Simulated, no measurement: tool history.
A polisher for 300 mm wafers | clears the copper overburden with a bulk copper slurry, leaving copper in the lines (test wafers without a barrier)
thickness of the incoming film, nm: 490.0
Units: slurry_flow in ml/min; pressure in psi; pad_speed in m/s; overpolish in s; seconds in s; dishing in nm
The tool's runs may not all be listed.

Run 1, hour 0: slurry_flow 215 ml/min, pressure 1.7 psi, pad_speed 0.92 m/s, slurry_solids 1, overpolish 20 s. Result: seconds 82.122 s, dishing 69.59 nm.
Run 2, hour 3.1: slurry_flow 215 ml/min, pressure 1.8 psi, pad_speed 0.92 m/s, slurry_solids 1, overpolish 21 s. Result: seconds 79.881 s, dishing 73.567 nm.
Run 3, hour 8.6: slurry_flow 215 ml/min, pressure 1.8 psi, pad_speed 0.72 m/s, slurry_solids 1, overpolish 21 s. Result: seconds 101.23 s, dishing 64.156 nm.
Run 4, hour 15.8: slurry_flow 215 ml/min, pressure 1.9 psi, pad_speed 0.76 m/s, slurry_solids 1, overpolish 21 s. Result: seconds 89.958 s, dishing 68.984 nm.
Run 5, hour 16.3: slurry_flow 215 ml/min, pressure 2.3 psi, pad_speed 0.76 m/s, slurry_solids 1, overpolish 21 s. Result: seconds 78.223 s, dishing 77.297 nm.
Run 6, hour 18.7: slurry_flow 215 ml/min, pressure 2.4 psi, pad_speed 0.8 m/s, slurry_solids 1, overpolish 22 s. Result: seconds 70.098 s, dishing 86.929 nm.
Run 7, hour 27.6: slurry_flow 215 ml/min, pressure 2.4 psi, pad_speed 0.8 m/s, slurry_solids 1, overpolish 22 s. Result: seconds 70.702 s, dishing 87.686 nm.

The next listed run, before its measurement:
Run 8, hour 34.1: slurry_flow 215 ml/min, pressure 2.4 psi, pad_speed 0.84 m/s, slurry_solids 1, overpolish 22 s. Result: seconds ?, dishing ?.

Run 8 gave seconds 66.039 s, dishing 88.906 nm.

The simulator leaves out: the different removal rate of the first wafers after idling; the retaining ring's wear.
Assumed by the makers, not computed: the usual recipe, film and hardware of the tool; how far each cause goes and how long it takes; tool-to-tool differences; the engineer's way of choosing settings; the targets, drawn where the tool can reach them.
